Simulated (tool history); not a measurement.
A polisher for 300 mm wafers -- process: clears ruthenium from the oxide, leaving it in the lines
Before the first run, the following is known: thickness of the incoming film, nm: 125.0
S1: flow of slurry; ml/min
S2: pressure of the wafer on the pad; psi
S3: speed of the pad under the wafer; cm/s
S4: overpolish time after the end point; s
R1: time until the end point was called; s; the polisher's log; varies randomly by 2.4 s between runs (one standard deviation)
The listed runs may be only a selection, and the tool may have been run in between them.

run  hour   S1   S2   S3  S4      R1
  1   0.0  150  1.9  102   6  115.32
  2   8.4  150  1.7  102   6  126.36
  3  12.1  150  1.6  102   6  126.25
  4  16.6  150  1.4  100   6  146.22
  5  24.0  150  1.9  100   6  119.82
  6  29.2  150  1.9  120   6   99.19

Run 7 is up next; what results do you expect?
  7  36.6  150  1.6  118   6   ?

R1: 116.04 s
